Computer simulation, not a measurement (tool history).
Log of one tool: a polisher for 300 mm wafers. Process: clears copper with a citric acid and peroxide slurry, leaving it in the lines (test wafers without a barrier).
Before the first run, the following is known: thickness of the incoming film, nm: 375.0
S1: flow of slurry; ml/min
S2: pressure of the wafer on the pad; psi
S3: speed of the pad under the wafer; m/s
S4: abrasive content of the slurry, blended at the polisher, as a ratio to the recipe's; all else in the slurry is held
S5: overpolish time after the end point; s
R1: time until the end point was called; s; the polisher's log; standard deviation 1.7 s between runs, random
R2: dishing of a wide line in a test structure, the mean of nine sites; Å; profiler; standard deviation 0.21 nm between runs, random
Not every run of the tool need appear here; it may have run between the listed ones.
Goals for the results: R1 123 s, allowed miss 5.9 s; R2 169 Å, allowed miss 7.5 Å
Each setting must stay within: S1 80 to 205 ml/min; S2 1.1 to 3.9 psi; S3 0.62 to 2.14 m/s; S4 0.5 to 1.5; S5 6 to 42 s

{"run": 1, "hour": 0.0, "S1": 135, "S2": 2.5, "S3": 1.38, "S4": 1, "S5": 21, "R1": 184.05, "R2": 321.77}
{"run": 2, "hour": 4.7, "S1": 140, "S2": 2.4, "S3": 1.46, "S4": 1, "S5": 18, "R1": 174.89, "R2": 285.26}
{"run": 3, "hour": 6.3, "S1": 140, "S2": 2.4, "S3": 1.46, "S4": 1.15, "S5": 18, "R1": 170.34, "R2": 289.24}
{"run": 4, "hour": 10.6, "S1": 140, "S2": 2.4, "S3": 1.64, "S4": 1.15, "S5": 18, "R1": 155.73, "R2": 316.13}
{"run": 5, "hour": 17.6, "S1": 165, "S2": 2.4, "S3": 1.64, "S4": 1.15, "S5": 18, "R1": 147.49, "R2": 339.22}
{"run": 6, "hour": 22.2, "S1": 165, "S2": 2.4, "S3": 1.96, "S4": 1.15, "S5": 18, "R1": 122.9, "R2": 384.43}
{"hour": 31.1, "done": "slurry nozzle cleaned"}
{"run": 7, "hour": 31.1, "S1": 150, "S2": 2.3, "S3": 2, "S4": 1.2, "S5": 16, "R1": 116.32, "R2": 362.31}
{"run": 8, "hour": 37.8, "S1": 135, "S2": 2.1, "S3": 2.02, "S4": 1.25, "S5": 14, "R1": 124.64, "R2": 302.28}
{"run": 9, "hour": 41.1, "S1": 125, "S2": 2, "S3": 2.04, "S4": 1.3, "S5": 13, "R1": 129.41, "R2": 279.11}
{"run": 10, "hour": 49.0, "S1": 90, "S2": 1.7, "S3": 2.14, "S4": 1.5, "S5": 6, "R1": 144.49, "R2": 129.01}
{"run": 11, "hour": 54.9, "S1": 120, "S2": 2, "S3": 2.14, "S4": 1.5, "S5": 6, "R1": 119.2, "R2": 152.64}
{"run": 12, "hour": 60.4, "S1": 120, "S2": 2, "S3": 2.14, "S4": 1.45, "S5": 6, "R1": 121.11, "R2": 147.75}
{"run": 13, "hour": 61.6, "S1": 120, "S2": 2, "S3": 2.14, "S4": 1.4, "S5": 6, "R1": 118.07, "R2": 148.86}

4 next moves are on the table. One of them brings every result within its allowed miss. Which?
{"run": "A", "hour": 62.8, "S1": 120, "S2": 1.7, "S3": 2.04, "S4": 1.35, "S5": 8, "R1": "?", "R2": "?"}
{"run": "B", "hour": 62.8, "S1": 115, "S2": 1.9, "S3": 1.98, "S4": 1.4, "S5": 8, "R1": "?", "R2": "?"}
{"run": "C", "hour": 62.8, "S1": 90, "S2": 2.6, "S3": 2.08, "S4": 1.4, "S5": 6, "R1": "?", "R2": "?"}
{"run": "D", "hour": 62.8, "S1": 120, "S2": 2.1, "S3": 2.02, "S4": 1.45, "S5": 7, "R1": "?", "R2": "?"}

move=A R1=141.03 R2=164.42
move=B R1=135.59 R2=170.8
move=C R1=112.14 R2=157
move=D R1=122.19 R2=166.58
A: puts the biggest miss on target and leaves a different result outside tolerance
B: puts the biggest miss on target and leaves a different result outside tolerance
C: moves toward the targets from the last run without getting all of them in spec
D: every result within its allowed miss
The move that meets every target is D.
